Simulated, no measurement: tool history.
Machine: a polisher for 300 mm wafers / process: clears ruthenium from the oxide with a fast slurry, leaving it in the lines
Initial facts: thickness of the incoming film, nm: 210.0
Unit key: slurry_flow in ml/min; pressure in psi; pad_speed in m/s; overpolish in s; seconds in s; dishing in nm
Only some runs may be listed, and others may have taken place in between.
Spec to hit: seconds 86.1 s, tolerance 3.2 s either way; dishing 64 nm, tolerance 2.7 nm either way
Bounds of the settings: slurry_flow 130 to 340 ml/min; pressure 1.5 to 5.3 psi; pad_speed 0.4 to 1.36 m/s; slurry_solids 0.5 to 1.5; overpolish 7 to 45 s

run 1 hour=0 | slurry_flow=220 pressure=3.4 pad_speed=0.88 slurry_solids=1 overpolish=23 | seconds=55.311 dishing=64.16
run 2 hour=2.2 | slurry_flow=220 pressure=3.4 pad_speed=0.88 slurry_solids=1.1 overpolish=23 | seconds=51.597 dishing=67.129
run 3 hour=10.1 | slurry_flow=220 pressure=3.4 pad_speed=1.08 slurry_solids=1.1 overpolish=23 | seconds=42.853 dishing=74.383
run 4 hour=12 | slurry_flow=220 pressure=2.9 pad_speed=1.04 slurry_solids=1.1 overpolish=26 | seconds=49.764 dishing=74.862
run 5 hour=16.4 | slurry_flow=220 pressure=2.9 pad_speed=1.04 slurry_solids=1.1 overpolish=31 | seconds=49.928 dishing=83.372
run 6 hour=19.1 | slurry_flow=240 pressure=2.9 pad_speed=1.04 slurry_solids=1.1 overpolish=31 | seconds=50.368 dishing=83.564
run 7 hour=23.3 | slurry_flow=240 pressure=2.6 pad_speed=1 slurry_solids=1.1 overpolish=32 | seconds=56.549 dishing=79.488
run 8 hour=29.3 | slurry_flow=225 pressure=1.6 pad_speed=0.88 slurry_solids=1.1 overpolish=35 | seconds=91.32 dishing=59.969
run 9 hour=35.2 | slurry_flow=225 pressure=1.6 pad_speed=0.88 slurry_solids=1.1 overpolish=35 | seconds=90.614 dishing=58.651
run 10 hour=39 | slurry_flow=225 pressure=1.6 pad_speed=0.88 slurry_solids=1.1 overpolish=35 | seconds=89.999 dishing=59.543

Pick the move, out of 5, that brings all results within their allowed miss; only one does.
run A hour=42.8 | slurry_flow=255 pressure=2.3 pad_speed=0.72 slurry_solids=1.05 overpolish=36 | seconds=? dishing=?
run B hour=42.8 | slurry_flow=260 pressure=2.1 pad_speed=0.9 slurry_solids=0.85 overpolish=30 | seconds=? dishing=?
run C hour=42.8 | slurry_flow=225 pressure=1.7 pad_speed=0.88 slurry_solids=1.15 overpolish=29 | seconds=? dishing=?
run D hour=42.8 | slurry_flow=180 pressure=2.9 pad_speed=0.6 slurry_solids=0.95 overpolish=41 | seconds=? dishing=?
run E hour=42.8 | slurry_flow=205 pressure=1.7 pad_speed=0.94 slurry_solids=1.1 overpolish=28 | seconds=? dishing=?

move=A seconds=86.808 dishing=65.248
move=B seconds=84.888 dishing=57.804
move=C seconds=85.793 dishing=55.835
move=D seconds=95.538 dishing=66.911
move=E seconds=83.236 dishing=55.624
A: in spec on every target
B: lands further from the targets than the last run did
C: lands further from the targets than the last run did
D: the result that was furthest off in the last run now lies on the other side of its target
E: lands further from the targets than the last run did
A meets every target.

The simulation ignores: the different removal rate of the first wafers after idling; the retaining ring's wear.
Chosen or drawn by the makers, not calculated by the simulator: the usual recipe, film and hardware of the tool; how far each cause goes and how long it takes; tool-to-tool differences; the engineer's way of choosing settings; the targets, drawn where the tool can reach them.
